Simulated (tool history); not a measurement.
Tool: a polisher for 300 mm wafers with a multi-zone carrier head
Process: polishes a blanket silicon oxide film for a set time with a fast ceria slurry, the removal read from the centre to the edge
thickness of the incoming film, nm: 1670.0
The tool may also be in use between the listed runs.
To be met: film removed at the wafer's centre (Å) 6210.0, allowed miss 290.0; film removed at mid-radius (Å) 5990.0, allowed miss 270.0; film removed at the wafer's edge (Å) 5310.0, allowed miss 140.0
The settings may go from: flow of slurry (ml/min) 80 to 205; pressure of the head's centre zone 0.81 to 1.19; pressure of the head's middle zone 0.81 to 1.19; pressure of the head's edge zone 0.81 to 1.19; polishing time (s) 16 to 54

run    day  flow of slurry (ml/min)  pressure of the head's centre zone  pressure of the head's middle zone  pressure of the head's edge zone  polishing time (s)  film removed at the wafer's centre (Å)  film removed at mid-radius (Å)  film removed at the wafer's edge (Å)
  1  0.000                      135                                1.00                                1.00                              1.00                  35                                  6877.3                          7076.7                                6842.3
  2  0.146                      130                                1.01                                1.00                              0.97                  34                                  6710.4                          6717.9                                6435.6
  3  0.233                      125                                1.01                                1.00                              0.94                  34                                  6571.6                          6591.4                                6249.2
  4  0.542                      120                                1.02                                1.01                              0.91                  34                                  6592.8                          6637.6                                6209.3
  5  0.567                      105                                1.02                                1.01                              0.91                  34                                  6209.8                          6350.8                                6000.6
  6  0.642                      105                                1.05                                1.01                              0.91                  34                                  6535.5                          6492.1                                6042.6
  7  0.754                      105                                1.05                                1.01                              0.91                  34                                  6533.3                          6591.2                                6069.0
  8  0.929                      105                                1.06                                1.01                              0.89                  33                                  6415.9                          6279.8                                5877.7

4 next moves are on the table. One of them brings every result within its allowed miss. Which?
  A  1.104                      100                                1.17                                1.11                              0.92                  30                                       ?                               ?                                     ?
  B  1.104                      130                                0.89                                0.98                              0.93                  34                                       ?                               ?                                     ?
  C  1.104                      110                                1.00                                0.88                              0.91                  35                                       ?                               ?                                     ?
  D  1.104                      105                                0.91                                1.02                              0.97                  37                                       ?                               ?                                     ?

move  film removed at the wafer's centre (Å)  film removed at mid-radius (Å)  film removed at the wafer's edge (Å)
   A                                  6288.5                          6047.0                                5262.3
   B                                  5884.2                          6650.2                                6319.3
   C                                  6470.4                          5981.6                                6251.9
   D                                  6126.3                          7057.9                                6732.2
A: meets every target
B: further off than the last run
C: further off than the last run
D: further off than the last run
The right move is A.

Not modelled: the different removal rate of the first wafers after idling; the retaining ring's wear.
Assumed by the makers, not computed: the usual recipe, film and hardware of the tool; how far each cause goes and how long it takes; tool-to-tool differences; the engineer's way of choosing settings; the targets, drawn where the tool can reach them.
